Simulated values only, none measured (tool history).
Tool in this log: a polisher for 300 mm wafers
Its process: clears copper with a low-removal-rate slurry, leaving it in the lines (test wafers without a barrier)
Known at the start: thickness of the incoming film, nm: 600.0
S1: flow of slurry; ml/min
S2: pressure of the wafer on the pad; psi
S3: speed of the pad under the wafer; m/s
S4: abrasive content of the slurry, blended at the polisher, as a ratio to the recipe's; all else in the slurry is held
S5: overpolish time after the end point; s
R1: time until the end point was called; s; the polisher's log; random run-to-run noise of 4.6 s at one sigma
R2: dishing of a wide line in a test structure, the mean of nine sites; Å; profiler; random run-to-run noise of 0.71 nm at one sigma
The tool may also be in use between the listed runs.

run  hour   S1   S2    S3   S4  S5      R1      R2
  1     0  215  3.5  1.36    1  15  134.22  424.21
  2     7  215  3.5  1.36    1  12  128.09  346.68
  3  15.3  240  3.5  1.36    1  12  128.82  370.47
  4  22.8  240  3.5  1.36    1  10  131.37  310.75
  5  24.1  240  3.3  1.34    1  11  137.92  318.99
  6  24.6  240  3.3  1.34  1.1  11  137.55  328.85
  7  31.8  240  3.1  1.32  1.1  12  148.85  327.96
  8  35.9  240    3  1.32  1.1  12  148.33  325.38
  9  41.2  240  2.9   1.3  1.1  13  160.47  326.61

What will run 10 give?
 10  44.1  240  2.8  1.3  1.1  13   ?   ?

Run 10 came out at R1 155.54 s, R2 335.61 Å.
